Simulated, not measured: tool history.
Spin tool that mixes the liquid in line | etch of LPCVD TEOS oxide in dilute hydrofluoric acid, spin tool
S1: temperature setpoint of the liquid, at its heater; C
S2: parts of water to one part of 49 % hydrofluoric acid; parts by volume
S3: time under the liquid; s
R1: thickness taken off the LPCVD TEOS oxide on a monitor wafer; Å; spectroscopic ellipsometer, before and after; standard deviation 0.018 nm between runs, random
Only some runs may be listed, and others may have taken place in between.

run  hour    S1   S2  S3      R1
  1   0.0  24.0  230  35  37.351
  2   5.9  23.5  230  35  36.696
  3   8.5  23.0  230  35  35.987
  4  10.0  23.0  185  35  47.057
  5  15.1  23.0  185  30  40.174
  6  19.7  25.0  185  30  43.550
  7  28.4  23.5  190  30  39.744
  8  31.9  22.5  190  30  38.761
  9  37.2  22.0  190  30  37.561
 10  42.0  21.5  190  30  36.978
 11  43.8  21.0  190  30  36.110
 12  45.7  20.5  190  30  35.979
     54.1  -- hydrofluoric acid flow meter replaced
 13  54.1  20.0  190  30  38.269

Expected results for the next run?
 14  59.5  19.5  195  30   ?

Run 14 gave R1 36.572 Å.
